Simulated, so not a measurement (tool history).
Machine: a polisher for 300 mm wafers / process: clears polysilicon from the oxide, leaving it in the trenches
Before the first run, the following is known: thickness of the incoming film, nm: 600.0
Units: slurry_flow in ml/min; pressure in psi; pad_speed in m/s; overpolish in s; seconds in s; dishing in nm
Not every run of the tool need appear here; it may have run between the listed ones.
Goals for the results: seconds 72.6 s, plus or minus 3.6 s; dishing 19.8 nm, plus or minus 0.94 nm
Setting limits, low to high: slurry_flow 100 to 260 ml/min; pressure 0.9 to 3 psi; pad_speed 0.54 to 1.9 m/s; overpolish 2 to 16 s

Run 1, hour 0: slurry_flow 165 ml/min, pressure 1.9 psi, pad_speed 1.22 m/s, overpolish 8 s. Result: seconds 53.86 s, dishing 34.138 nm.
Run 2, hour 1.3: slurry_flow 165 ml/min, pressure 1.9 psi, pad_speed 1.22 m/s, overpolish 6 s. Result: seconds 53.658 s, dishing 30.749 nm.
Run 3, hour 4.9: slurry_flow 165 ml/min, pressure 1.8 psi, pad_speed 1.22 m/s, overpolish 5 s. Result: seconds 55.37 s, dishing 26.75 nm.
Run 4, hour 6.8: slurry_flow 165 ml/min, pressure 1.7 psi, pad_speed 1.22 m/s, overpolish 5 s. Result: seconds 59.705 s, dishing 25.967 nm.
Run 5, hour 14.1: slurry_flow 210 ml/min, pressure 1.7 psi, pad_speed 1.22 m/s, overpolish 5 s. Result: seconds 58.083 s, dishing 25.71 nm.
Run 6, hour 21.9: slurry_flow 210 ml/min, pressure 1.7 psi, pad_speed 0.96 m/s, overpolish 5 s. Result: seconds 70.834 s, dishing 23.137 nm.
Run 7, hour 23.5: slurry_flow 225 ml/min, pressure 1.7 psi, pad_speed 0.88 m/s, overpolish 2 s. Result: seconds 80.334 s, dishing 10.767 nm.
Run 8, hour 28.4: slurry_flow 220 ml/min, pressure 1.6 psi, pad_speed 0.94 m/s, overpolish 2 s. Result: seconds 79.353 s, dishing 10.828 nm.
Run 9, hour 35.9: slurry_flow 220 ml/min, pressure 1.8 psi, pad_speed 0.96 m/s, overpolish 6 s. Result: seconds 69.721 s, dishing 26.884 nm.
Run 10, hour 43.8: slurry_flow 215 ml/min, pressure 1.8 psi, pad_speed 0.92 m/s, overpolish 5 s. Result: seconds 69.678 s, dishing 23.153 nm.
Run 11, hour 52: slurry_flow 215 ml/min, pressure 1.7 psi, pad_speed 0.94 m/s, overpolish 5 s. Result: seconds 75.157 s, dishing 22.706 nm.
Run 12, hour 59.4: slurry_flow 215 ml/min, pressure 1.8 psi, pad_speed 0.9 m/s, overpolish 5 s. Result: seconds 72.255 s, dishing 22.566 nm.
Run 13, hour 61: slurry_flow 215 ml/min, pressure 1.8 psi, pad_speed 0.92 m/s, overpolish 5 s. Result: seconds 70.142 s, dishing 22.78 nm.

Exercise: of the 5 proposed moves below, exactly one satisfies all targets within the stated allowed misses. Which move is it?
Run A, hour 62.6: slurry_flow 225 ml/min, pressure 1.8 psi, pad_speed 0.88 m/s, overpolish 6 s. Result: seconds ?, dishing ?.
Run B, hour 62.6: slurry_flow 225 ml/min, pressure 1.9 psi, pad_speed 0.86 m/s, overpolish 4 s. Result: seconds ?, dishing ?.
Run C, hour 62.6: slurry_flow 220 ml/min, pressure 2.2 psi, pad_speed 0.74 m/s, overpolish 6 s. Result: seconds ?, dishing ?.
Run D, hour 62.6: slurry_flow 230 ml/min, pressure 1.8 psi, pad_speed 0.84 m/s, overpolish 7 s. Result: seconds ?, dishing ?.
Run E, hour 62.6: slurry_flow 210 ml/min, pressure 2 psi, pad_speed 0.86 m/s, overpolish 6 s. Result: seconds ?, dishing ?.

move  seconds  dishing
   A   75.405   25.428
   B   73.149    20.04
   C   73.374   25.827
   D   78.682   27.055
   E   70.046   26.504
A: misses by more than the last run did
B: every result within its allowed miss
C: misses by more than the last run did
D: misses by more than the last run did
E: misses by more than the last run did
Answer: B
